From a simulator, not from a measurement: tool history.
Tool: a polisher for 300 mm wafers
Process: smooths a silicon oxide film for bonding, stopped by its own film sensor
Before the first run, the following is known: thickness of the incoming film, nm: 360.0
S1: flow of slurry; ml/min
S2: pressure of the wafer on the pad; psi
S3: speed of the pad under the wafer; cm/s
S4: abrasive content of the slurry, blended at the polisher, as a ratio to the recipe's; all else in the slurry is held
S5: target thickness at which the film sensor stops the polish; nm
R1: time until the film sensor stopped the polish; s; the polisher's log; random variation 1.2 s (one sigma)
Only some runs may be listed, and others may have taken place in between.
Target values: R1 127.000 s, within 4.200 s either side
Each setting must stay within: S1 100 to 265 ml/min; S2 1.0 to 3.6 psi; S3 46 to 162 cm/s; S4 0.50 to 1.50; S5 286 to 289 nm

Run 1, hour 0.0: S1 170 ml/min, S2 2.3 psi, S3 104 cm/s, S4 1.00, S5 289 nm. Result: R1 79.388 s.
Run 2, hour 5.8: S1 170 ml/min, S2 2.3 psi, S3 104 cm/s, S4 1.05, S5 289 nm. Result: R1 78.545 s.
Run 3, hour 7.0: S1 170 ml/min, S2 2.3 psi, S3 104 cm/s, S4 1.05, S5 286 nm. Result: R1 83.587 s.
Run 4, hour 13.4: S1 165 ml/min, S2 2.1 psi, S3 104 cm/s, S4 1.05, S5 286 nm. Result: R1 88.799 s.
Run 5, hour 20.9: S1 165 ml/min, S2 1.9 psi, S3 104 cm/s, S4 1.05, S5 286 nm. Result: R1 101.090 s.
Run 6, hour 27.9: S1 165 ml/min, S2 1.8 psi, S3 104 cm/s, S4 1.05, S5 286 nm. Result: R1 105.520 s.
Run 7, hour 34.7: S1 165 ml/min, S2 1.7 psi, S3 104 cm/s, S4 1.05, S5 286 nm. Result: R1 113.360 s.
Run 8, hour 42.1: S1 165 ml/min, S2 1.6 psi, S3 104 cm/s, S4 1.05, S5 286 nm. Result: R1 117.970 s.

Pick the move, out of 4, that brings all results within their allowed miss; only one does.
Run A, hour 49.5: S1 115 ml/min, S2 2.2 psi, S3 84 cm/s, S4 1.10, S5 289 nm. Result: R1 ?.
Run B, hour 49.5: S1 195 ml/min, S2 1.7 psi, S3 106 cm/s, S4 1.10, S5 286 nm. Result: R1 ?.
Run C, hour 49.5: S1 145 ml/min, S2 1.3 psi, S3 120 cm/s, S4 1.25, S5 289 nm. Result: R1 ?.
Run D, hour 49.5: S1 170 ml/min, S2 1.6 psi, S3 92 cm/s, S4 1.00, S5 289 nm. Result: R1 ?.

move       R1
   A  104.300
   B  104.830
   C  118.760
   D  125.560
A: its largest miss is bigger than the last run's
B: its largest miss is bigger than the last run's
C: better than the last run, though not everything is in spec
D: every result lands within tolerance
D meets every target.
